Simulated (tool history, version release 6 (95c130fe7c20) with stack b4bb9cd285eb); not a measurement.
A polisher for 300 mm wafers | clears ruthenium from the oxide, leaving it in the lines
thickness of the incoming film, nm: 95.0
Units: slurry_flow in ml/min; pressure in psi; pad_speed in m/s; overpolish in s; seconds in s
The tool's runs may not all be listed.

| run | hour | slurry_flow | pressure | pad_speed | overpolish | seconds |
|---|---|---|---|---|---|---|
| 1 | 0.0 | 175 | 1.6 | 0.84 | 7 | 109.35 |
| 2 | 5.1 | 175 | 1.6 | 0.84 | 7 | 113.24 |
| 3 | 12.1 | 175 | 1.4 | 0.80 | 7 | 131.27 |
| 4 | 17.8 | 175 | 1.4 | 0.80 | 7 | 128.47 |
| 5 | 25.6 | 175 | 1.3 | 0.76 | 7 | 149.49 |
| 6 | 32.1 | 175 | 1.2 | 0.74 | 7 | 170.13 |
| 7 | 35.9 | 175 | 1.1 | 0.74 | 7 | 180.27 |
| 8 | 39.3 | 175 | 1.0 | 0.74 | 7 | 190.72 |
| 9 | 44.9 | 175 | 0.9 | 0.74 | 7 | 212.15 |

Run 10 comes next. What will it give?
| 10 | 45.6 | 175 | 0.7 | 0.74 | 7 | ? |

{"run 10": {"seconds": 279.65}}
